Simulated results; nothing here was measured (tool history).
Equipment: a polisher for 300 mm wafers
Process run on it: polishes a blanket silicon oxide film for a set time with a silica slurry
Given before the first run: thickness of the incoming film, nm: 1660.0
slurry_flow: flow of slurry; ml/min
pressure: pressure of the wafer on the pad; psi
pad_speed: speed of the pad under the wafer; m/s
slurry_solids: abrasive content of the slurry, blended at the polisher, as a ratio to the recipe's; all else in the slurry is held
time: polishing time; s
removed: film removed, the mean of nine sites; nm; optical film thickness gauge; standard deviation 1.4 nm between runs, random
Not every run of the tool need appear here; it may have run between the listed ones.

run	hour	slurry_flow	pressure	pad_speed	slurry_solids	time	removed
1	0.0	265	4.8	1.16	1.0	58	250.07
2	6.3	265	5.6	1.16	1.0	58	298.52
3	14.0	265	5.6	1.16	1.1	58	316.64
4	16.7	300	5.6	1.16	1.1	58	314.69
5	22.7	300	5.6	1.16	1.1	58	315.62
6	30.3	300	5.3	1.16	1.1	58	297.57
7	34.8	300	5.0	1.16	1.1	58	284.75
8	38.2	300	4.7	1.16	1.1	58	269.36
9	42.8	285	3.3	1.14	1.1	58	185.75
10	43.8	280	3.3	1.14	1.1	58	185.88
11	49.6	275	3.3	1.14	1.1	58	182.38

Estimate the outcome of run 12 from the log above:
12	55.9	275	3.3	1.14	1.1	58	?

{"run 12": {"removed": 184.81}}

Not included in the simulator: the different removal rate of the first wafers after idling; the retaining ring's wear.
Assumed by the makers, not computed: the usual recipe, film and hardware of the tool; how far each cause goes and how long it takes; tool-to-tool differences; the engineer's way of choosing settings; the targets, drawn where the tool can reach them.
